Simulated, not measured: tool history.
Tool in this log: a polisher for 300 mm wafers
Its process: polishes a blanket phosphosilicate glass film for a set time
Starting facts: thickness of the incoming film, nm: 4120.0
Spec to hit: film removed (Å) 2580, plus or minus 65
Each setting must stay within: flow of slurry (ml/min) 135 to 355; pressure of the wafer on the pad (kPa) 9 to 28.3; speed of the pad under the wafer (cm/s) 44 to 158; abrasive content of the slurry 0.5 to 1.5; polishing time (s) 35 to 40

run  hour  flow of slurry (ml/min)  pressure of the wafer on the pad (kPa)  speed of the pad under the wafer (cm/s)  abrasive content of the slurry  polishing time (s)  film removed (Å)
  1     0                      225                                    18.6                                      100                               1                  40            3443.1
  2   5.3                      225                                    18.6                                      100                               1                  35            3040.4
  3   8.2                      205                                    18.6                                      100                               1                  35            2977.9
  4  10.2                      195                                    18.6                                      100                               1                  35              2947
  5  12.3                      195                                    22.8                                      100                               1                  35            3591.8
  6  15.3                      195                                    22.8                                      100                               1                  40            4105.4
  7    17                      185                                    21.4                                      100                               1                  40            3864.9
  8  18.3                      185                                      20                                      100                               1                  40            3625.3
  9  21.1                      185                                    18.6                                      100                               1                  40            3370.7
 10  25.4                      185                                    17.2                                      100                               1                  40            3108.1
 11  30.9                      185                                    16.5                                      100                               1                  40            3013.2
 12  36.9                      185                                    15.9                                      100                               1                  40            2925.3
 13  39.5                      185                                    15.2                                      100                               1                  40              2775
 14  44.5                      185                                    14.5                                      100                               1                  40            2652.8

Exercise: of the 4 proposed moves below, exactly one satisfies all targets within the stated allowed misses. Which move is it?
  A  49.5                      190                                    14.5                                      116                               1                  38                 ?
  B  49.5                      170                                    16.5                                      102                             0.9                  39                 ?
  C  49.5                      180                                    13.1                                      120                            1.15                  38                 ?
  D  49.5                      195                                    15.2                                      114                             0.9                  37                 ?

move  film removed (Å)
   A            2712.1
   B            2710.2
   C            2724.3
   D            2538.9
A: further off than the last run
B: further off than the last run
C: further off than the last run
D: meets every target
D meets every target.

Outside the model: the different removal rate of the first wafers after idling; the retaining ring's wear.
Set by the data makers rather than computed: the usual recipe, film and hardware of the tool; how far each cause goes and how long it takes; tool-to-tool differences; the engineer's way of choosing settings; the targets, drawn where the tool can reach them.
